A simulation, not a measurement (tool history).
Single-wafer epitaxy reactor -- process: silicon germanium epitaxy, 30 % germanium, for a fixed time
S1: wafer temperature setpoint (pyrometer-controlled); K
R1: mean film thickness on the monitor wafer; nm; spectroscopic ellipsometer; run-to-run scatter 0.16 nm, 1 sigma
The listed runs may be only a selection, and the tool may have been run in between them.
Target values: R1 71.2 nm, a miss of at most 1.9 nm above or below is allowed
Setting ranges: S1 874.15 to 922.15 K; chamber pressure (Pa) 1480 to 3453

{"run": 1, "hour": 0.0, "S1": 898.15, "chamber pressure (Pa)": 2466, "R1": 83.316}
{"run": 2, "hour": 6.8, "S1": 898.15, "chamber pressure (Pa)": 2653, "R1": 86.998}
{"run": 3, "hour": 13.2, "S1": 908.15, "chamber pressure (Pa)": 2653, "R1": 101.24}
{"run": 4, "hour": 15.3, "S1": 901.15, "chamber pressure (Pa)": 2653, "R1": 90.837}
{"run": 5, "hour": 23.9, "S1": 896.15, "chamber pressure (Pa)": 2653, "R1": 84.409}
{"run": 6, "hour": 32.4, "S1": 896.15, "chamber pressure (Pa)": 2440, "R1": 80.673}
{"run": 7, "hour": 38.0, "S1": 895.15, "chamber pressure (Pa)": 2440, "R1": 79.456}
{"run": 8, "hour": 44.0, "S1": 894.15, "chamber pressure (Pa)": 2440, "R1": 78.284}
{"run": 9, "hour": 50.8, "S1": 893.15, "chamber pressure (Pa)": 2440, "R1": 76.868}

4 next moves are on the table. One of them brings every result within its allowed miss. Which?
{"run": "A", "hour": 57.6, "S1": 893.15, "chamber pressure (Pa)": 2386, "R1": "?"}
{"run": "B", "hour": 57.6, "S1": 888.15, "chamber pressure (Pa)": 2426, "R1": "?"}
{"run": "C", "hour": 57.6, "S1": 890.15, "chamber pressure (Pa)": 2640, "R1": "?"}
{"run": "D", "hour": 57.6, "S1": 903.15, "chamber pressure (Pa)": 2453, "R1": "?"}

move=A R1=76.311
move=B R1=71.299
move=C R1=76.968
move=D R1=90.187
A: nearer the targets than the last run, but a result is still out of spec
B: all results in spec
C: about as far from the targets as the last run
D: moves away from the targets compared with the last run
B is the move that brings every result within its allowed miss.
